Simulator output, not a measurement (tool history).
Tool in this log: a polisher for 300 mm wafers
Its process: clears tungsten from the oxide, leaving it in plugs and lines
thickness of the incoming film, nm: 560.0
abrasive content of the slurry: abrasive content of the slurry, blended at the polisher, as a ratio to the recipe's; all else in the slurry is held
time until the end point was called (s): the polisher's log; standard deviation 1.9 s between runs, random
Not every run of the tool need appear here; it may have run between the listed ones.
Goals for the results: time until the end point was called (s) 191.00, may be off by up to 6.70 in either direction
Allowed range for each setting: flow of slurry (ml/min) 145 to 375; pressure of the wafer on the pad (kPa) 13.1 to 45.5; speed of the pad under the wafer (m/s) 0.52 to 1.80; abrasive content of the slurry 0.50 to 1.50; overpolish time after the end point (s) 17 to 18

| run | hour | flow of slurry (ml/min) | pressure of the wafer on the pad (kPa) | speed of the pad under the wafer (m/s) | abrasive content of the slurry | overpolish time after the end point (s) | time until the end point was called (s) |
|---|---|---|---|---|---|---|---|
| 1 | 0.0 | 240 | 29.0 | 1.16 | 1.00 | 17 | 104.97 |
| 2 | 3.6 | 290 | 29.0 | 1.16 | 1.00 | 17 | 103.77 |
| 3 | 5.8 | 290 | 29.0 | 1.16 | 0.80 | 17 | 110.02 |
| 4 | 13.3 | 290 | 29.0 | 1.16 | 0.80 | 18 | 109.00 |
| 5 | 21.0 | 290 | 29.0 | 1.16 | 0.65 | 18 | 113.98 |
| 6 | 26.0 | 290 | 29.0 | 1.16 | 0.80 | 18 | 108.03 |
| 7 | 31.7 | 290 | 26.2 | 1.16 | 0.80 | 18 | 118.01 |
| 8 | 40.6 | 285 | 17.9 | 1.10 | 0.80 | 18 | 177.20 |

Exactly one of the 5 candidate moves below puts every result within its allowed miss. Which one?
| A | 49.5 | 315 | 15.2 | 1.24 | 0.65 | 17 | ? |
| B | 49.5 | 255 | 20.7 | 1.00 | 0.85 | 18 | ? |
| C | 49.5 | 300 | 15.9 | 1.06 | 0.75 | 18 | ? |
| D | 49.5 | 370 | 18.6 | 0.88 | 0.85 | 18 | ? |
| E | 49.5 | 335 | 17.2 | 0.92 | 0.95 | 17 | ? |

| move | time until the end point was called (s) |
|---|---|
| A | 193.78 |
| B | 173.54 |
| C | 212.54 |
| D | 210.70 |
| E | 214.79 |
A: in spec on every target
B: further off than the last run
C: carries the result that was furthest off beyond its target, to the other side
D: carries the result that was furthest off beyond its target, to the other side
E: carries the result that was furthest off beyond its target, to the other side
The move that meets every target is A.
